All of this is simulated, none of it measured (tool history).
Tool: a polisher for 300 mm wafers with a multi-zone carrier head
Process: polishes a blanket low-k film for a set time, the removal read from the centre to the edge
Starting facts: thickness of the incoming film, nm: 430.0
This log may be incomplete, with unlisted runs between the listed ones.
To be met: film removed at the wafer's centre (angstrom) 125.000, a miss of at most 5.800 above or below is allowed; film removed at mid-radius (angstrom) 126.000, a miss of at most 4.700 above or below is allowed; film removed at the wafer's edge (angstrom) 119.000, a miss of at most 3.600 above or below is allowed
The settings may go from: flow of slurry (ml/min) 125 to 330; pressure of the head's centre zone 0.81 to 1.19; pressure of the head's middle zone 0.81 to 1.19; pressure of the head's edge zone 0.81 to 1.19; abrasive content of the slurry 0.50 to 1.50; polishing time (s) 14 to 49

run	hour	flow of slurry (ml/min)	pressure of the head's centre zone	pressure of the head's middle zone	pressure of the head's edge zone	abrasive content of the slurry	polishing time (s)	film removed at the wafer's centre (angstrom)	film removed at mid-radius (angstrom)	film removed at the wafer's edge (angstrom)
1	0.0	210	1.00	1.00	1.00	1.00	31	91.745	93.103	92.292
2	8.1	220	1.02	1.02	1.03	1.10	31	99.465	97.515	98.237
3	11.3	225	1.03	1.05	1.04	1.15	31	104.700	101.450	99.942
4	13.5	230	1.02	1.07	1.05	1.20	31	102.330	104.320	102.880
5	21.6	230	0.95	1.07	1.05	1.20	31	97.042	104.060	101.760
6	28.2	235	0.97	1.09	1.05	1.25	31	101.040	109.150	104.250
# hour 33.3: worn pad replaced by a new one
7	33.3	240	0.99	1.10	1.06	1.30	31	114.030	124.120	117.560
8	38.5	240	0.99	1.10	1.06	1.30	31	116.790	124.390	117.970

Exactly one of the 5 candidate moves below puts every result within its allowed miss. Which one?
A	43.7	265	1.06	1.00	1.05	1.20	32	?	?	?
B	43.7	310	1.04	1.09	1.01	1.50	30	?	?	?
C	43.7	275	1.17	1.05	0.94	1.45	31	?	?	?
D	43.7	230	1.09	0.98	1.04	1.35	31	?	?	?
E	43.7	255	0.93	1.11	1.06	1.30	31	?	?	?

move	film removed at the wafer's centre (angstrom)	film removed at mid-radius (angstrom)	film removed at the wafer's edge (angstrom)
A	122.600	115.710	118.270
B	124.660	126.520	120.230
C	141.670	124.830	118.970
D	126.420	114.710	118.720
E	107.350	123.530	118.360
A: corrects the largest miss of the last run, while another result sits out of spec
B: every result within its allowed miss
C: carries the result that was furthest off beyond its target, to the other side
D: corrects the largest miss of the last run, while another result sits out of spec
E: the biggest miss grows against the last run
B is the move that brings every result within its allowed miss.
